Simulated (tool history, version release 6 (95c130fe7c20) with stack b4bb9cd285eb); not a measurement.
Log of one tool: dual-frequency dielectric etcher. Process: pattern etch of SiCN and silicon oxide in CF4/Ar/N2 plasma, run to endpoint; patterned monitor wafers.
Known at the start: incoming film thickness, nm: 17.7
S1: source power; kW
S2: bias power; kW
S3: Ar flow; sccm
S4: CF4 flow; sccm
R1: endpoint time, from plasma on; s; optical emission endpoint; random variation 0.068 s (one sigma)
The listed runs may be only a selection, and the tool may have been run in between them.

run	hour	S1	S2	S3	S4	R1
1	0	0.59	0.072	80	57	15.5
2	4.3	0.59	0.072	80	49	15.663
3	8.4	0.59	0.083	80	49	14.62
4	16.3	0.62	0.083	80	49	13.941
5	20.9	0.62	0.083	80	40	14.406
6	29.4	0.64	0.083	80	40	13.967
7	33.7	0.64	0.083	80	40	13.949

What does the tool deliver on the next run?
8	35.8	0.66	0.083	80	40	?

R1: 13.502 s

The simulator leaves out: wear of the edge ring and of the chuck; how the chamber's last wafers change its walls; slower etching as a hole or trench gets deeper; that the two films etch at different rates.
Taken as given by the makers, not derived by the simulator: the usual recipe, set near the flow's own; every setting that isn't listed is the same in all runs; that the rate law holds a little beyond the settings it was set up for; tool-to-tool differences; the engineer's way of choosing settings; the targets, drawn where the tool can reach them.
